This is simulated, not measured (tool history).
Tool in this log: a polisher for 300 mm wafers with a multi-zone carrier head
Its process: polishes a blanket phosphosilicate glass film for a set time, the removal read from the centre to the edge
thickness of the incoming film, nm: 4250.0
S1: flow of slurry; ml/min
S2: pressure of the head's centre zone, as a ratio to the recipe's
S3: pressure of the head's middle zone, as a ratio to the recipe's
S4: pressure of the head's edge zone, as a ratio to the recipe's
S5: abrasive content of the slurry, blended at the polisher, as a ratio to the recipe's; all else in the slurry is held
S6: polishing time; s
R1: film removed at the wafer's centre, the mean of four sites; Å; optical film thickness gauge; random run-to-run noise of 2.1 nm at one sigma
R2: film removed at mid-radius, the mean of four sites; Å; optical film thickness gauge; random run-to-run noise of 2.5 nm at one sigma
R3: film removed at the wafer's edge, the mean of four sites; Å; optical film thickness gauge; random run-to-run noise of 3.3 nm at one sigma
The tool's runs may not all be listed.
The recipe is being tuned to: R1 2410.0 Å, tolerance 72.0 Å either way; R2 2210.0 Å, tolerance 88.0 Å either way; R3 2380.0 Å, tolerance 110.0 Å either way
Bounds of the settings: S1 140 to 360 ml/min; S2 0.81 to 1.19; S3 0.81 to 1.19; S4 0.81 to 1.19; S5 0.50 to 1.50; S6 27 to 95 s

run,hour,S1,S2,S3,S4,S5,S6,R1,R2,R3
1,0.0,230,1.00,1.00,1.00,1.00,61,4332.2,4219.1,4594.1
2,4.5,230,0.95,1.00,1.00,1.00,61,4255.4,4288.6,4410.7
3,9.2,230,0.87,1.00,1.00,1.00,61,3962.9,4264.7,4546.6
4,13.6,230,0.87,1.00,1.08,1.00,61,3911.2,4273.4,4715.3
5,19.5,230,0.90,1.00,1.08,1.00,61,4019.2,4250.3,4527.8
6,22.7,230,0.96,1.00,1.08,1.00,61,4222.1,4274.9,4660.0
7,23.6,230,0.96,0.99,1.04,0.90,56,3698.9,3691.0,4010.2
8,28.2,230,0.97,0.98,1.01,0.80,53,3361.2,3285.8,3506.6
9,35.0,210,0.91,0.88,0.91,0.55,46,2245.1,2244.7,2410.1
10,40.1,215,0.92,0.87,0.90,0.55,46,2237.1,2164.3,2418.5
11,48.1,220,0.94,0.88,0.89,0.55,46,2302.7,2169.7,2479.9
12,53.8,205,0.96,0.90,0.88,0.55,46,2288.9,2207.5,2365.2

Pick the move, out of 4, that brings all results within their allowed miss; only one does.
A,59.5,225,1.02,0.89,0.88,0.60,43,?,?,?
B,59.5,245,0.88,0.83,0.92,0.55,47,?,?,?
C,59.5,185,1.06,0.92,0.91,0.55,48,?,?,?
D,59.5,275,0.81,0.83,0.91,0.80,38,?,?,?

move,R1,R2,R3
A,2403.4,2199.2,2357.6
B,2297.2,2235.9,2516.2
C,2537.5,2309.1,2478.0
D,2172.4,2227.9,2489.2
A: all results land within tolerance of their targets
B: nearer the targets than the last run, but a result is still out of spec
C: takes the result that was furthest off past its target
D: its largest miss is bigger than the last run's
Move A is the one to make.

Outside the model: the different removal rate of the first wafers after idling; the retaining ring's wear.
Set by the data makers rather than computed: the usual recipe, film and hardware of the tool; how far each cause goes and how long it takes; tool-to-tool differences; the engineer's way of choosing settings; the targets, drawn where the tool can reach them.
